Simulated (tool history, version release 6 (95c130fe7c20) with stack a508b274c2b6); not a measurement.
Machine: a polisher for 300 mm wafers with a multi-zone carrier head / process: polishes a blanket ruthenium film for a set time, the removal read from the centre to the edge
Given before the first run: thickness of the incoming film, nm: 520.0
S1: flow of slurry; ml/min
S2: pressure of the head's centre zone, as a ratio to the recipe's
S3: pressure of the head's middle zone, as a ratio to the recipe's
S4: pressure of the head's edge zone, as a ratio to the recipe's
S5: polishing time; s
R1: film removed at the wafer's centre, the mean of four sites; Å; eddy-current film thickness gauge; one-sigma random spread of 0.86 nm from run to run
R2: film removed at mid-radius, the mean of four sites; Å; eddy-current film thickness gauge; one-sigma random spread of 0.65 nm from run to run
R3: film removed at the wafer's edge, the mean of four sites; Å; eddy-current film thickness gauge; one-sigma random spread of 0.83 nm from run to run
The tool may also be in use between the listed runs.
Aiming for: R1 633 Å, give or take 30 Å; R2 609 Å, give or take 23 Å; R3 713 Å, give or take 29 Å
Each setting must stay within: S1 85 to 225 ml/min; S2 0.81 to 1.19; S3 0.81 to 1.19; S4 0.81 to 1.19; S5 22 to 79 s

run 1 hour=0 | S1=145 S2=1 S3=1 S4=1 S5=50 | R1=732.29 R2=735.51 R3=724.16
run 2 hour=1.7 | S1=140 S2=0.99 S3=0.97 S4=1.01 S5=50 | R1=693.24 R2=706.54 R3=731.29
run 3 hour=3.7 | S1=140 S2=0.99 S3=1.01 S4=1.01 S5=50 | R1=716.23 R2=721.4 R3=740.3
run 4 hour=6.6 | S1=140 S2=0.99 S3=1.01 S4=1.01 S5=63 | R1=877.3 R2=916.33 R3=912.74
run 5 hour=12.3 | S1=140 S2=0.99 S3=1.01 S4=0.93 S5=63 | R1=886.23 R2=914.48 R3=875.61
run 6 hour=18 | S1=120 S2=0.99 S3=1.01 S4=0.93 S5=63 | R1=871.57 R2=895.36 R3=862.39
run 7 hour=22.1 | S1=115 S2=0.98 S3=0.97 S4=0.94 S5=61 | R1=823.51 R2=814.48 R3=816.23
run 8 hour=24.3 | S1=110 S2=0.96 S3=0.94 S4=0.95 S5=60 | R1=760.87 R2=785.1 R3=814.82
run 9 hour=30.5 | S1=105 S2=0.96 S3=0.92 S4=0.95 S5=59 | R1=753.22 R2=734.33 R3=799.11
run 10 hour=38.5 | S1=105 S2=0.95 S3=0.9 S4=0.94 S5=58 | R1=725.37 R2=714.46 R3=766.6
run 11 hour=46.7 | S1=100 S2=0.94 S3=0.88 S4=0.94 S5=57 | R1=680.42 R2=683.46 R3=762.42
run 12 hour=51.4 | S1=95 S2=0.96 S3=0.82 S4=0.9 S5=53 | R1=628.12 R2=577.81 R3=682.76

Which of these 4 next moves meets every target?
run A hour=56.1 | S1=90 S2=0.95 S3=0.81 S4=0.9 S5=53 | R1=? R2=? R3=?
run B hour=56.1 | S1=85 S2=1 S3=0.81 S4=0.92 S5=51 | R1=? R2=? R3=?
run C hour=56.1 | S1=90 S2=0.91 S3=0.81 S4=0.88 S5=57 | R1=? R2=? R3=?
run D hour=56.1 | S1=90 S2=0.92 S3=0.81 S4=0.83 S5=54 | R1=? R2=? R3=?

move=A R1=611.35 R2=582.58 R3=675.55
move=B R1=603.73 R2=548.25 R3=647.36
move=C R1=629.58 R2=626.7 R3=719.12
move=D R1=603.06 R2=593.72 R3=663.65
A: no nearer and no further than the last run
B: lands further from the targets than the last run did
C: all results land within tolerance of their targets
D: puts the biggest miss on target and leaves a different result outside tolerance
The move that meets every target is C.

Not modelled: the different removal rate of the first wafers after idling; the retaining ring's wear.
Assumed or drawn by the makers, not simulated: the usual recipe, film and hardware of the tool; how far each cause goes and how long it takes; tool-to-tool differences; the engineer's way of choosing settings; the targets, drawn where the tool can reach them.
